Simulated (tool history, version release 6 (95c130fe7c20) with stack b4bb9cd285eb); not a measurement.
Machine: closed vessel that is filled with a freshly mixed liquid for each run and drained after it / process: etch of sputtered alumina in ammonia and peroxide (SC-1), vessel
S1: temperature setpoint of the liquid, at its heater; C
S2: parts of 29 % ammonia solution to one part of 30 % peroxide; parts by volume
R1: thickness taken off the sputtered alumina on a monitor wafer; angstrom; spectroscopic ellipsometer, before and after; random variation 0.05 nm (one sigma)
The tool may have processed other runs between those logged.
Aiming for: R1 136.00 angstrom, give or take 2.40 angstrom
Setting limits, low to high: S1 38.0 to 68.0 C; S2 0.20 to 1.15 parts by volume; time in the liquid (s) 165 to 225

{"run": 1, "hour": 0.0, "S1": 52.0, "S2": 0.65, "time in the liquid (s)": 225, "R1": 148.98}
{"run": 2, "hour": 6.9, "S1": 52.0, "S2": 0.55, "time in the liquid (s)": 225, "R1": 147.9}
{"run": 3, "hour": 14.5, "S1": 52.0, "S2": 0.75, "time in the liquid (s)": 225, "R1": 152.41}
{"run": 4, "hour": 17.5, "S1": 52.0, "S2": 0.75, "time in the liquid (s)": 165, "R1": 111.16}
{"run": 5, "hour": 24.9, "S1": 52.0, "S2": 0.75, "time in the liquid (s)": 225, "R1": 152.18}
{"run": 6, "hour": 27.7, "S1": 52.0, "S2": 0.65, "time in the liquid (s)": 225, "R1": 150.86}
{"run": 7, "hour": 35.5, "S1": 51.5, "S2": 0.65, "time in the liquid (s)": 225, "R1": 144.96}
{"run": 8, "hour": 43.3, "S1": 51.5, "S2": 0.65, "time in the liquid (s)": 225, "R1": 146.38}
{"run": 9, "hour": 46.3, "S1": 51.5, "S2": 0.65, "time in the liquid (s)": 225, "R1": 146.13}

Pick the move, out of 4, that brings all results within their allowed miss; only one does.
{"run": "A", "hour": 49.3, "S1": 50.5, "S2": 0.95, "time in the liquid (s)": 215, "R1": "?"}
{"run": "B", "hour": 49.3, "S1": 50.5, "S2": 0.6, "time in the liquid (s)": 215, "R1": "?"}
{"run": "C", "hour": 49.3, "S1": 54.5, "S2": 0.65, "time in the liquid (s)": 185, "R1": "?"}
{"run": "D", "hour": 49.3, "S1": 52.0, "S2": 0.65, "time in the liquid (s)": 215, "R1": "?"}

move=A R1=136.61
move=B R1=130.78
move=C R1=140.74
move=D R1=143.00
A: meets every target
B: carries the result that was furthest off beyond its target, to the other side
C: better than the last run, though not everything is in spec
D: better than the last run, though not everything is in spec
Move A is the one to make.
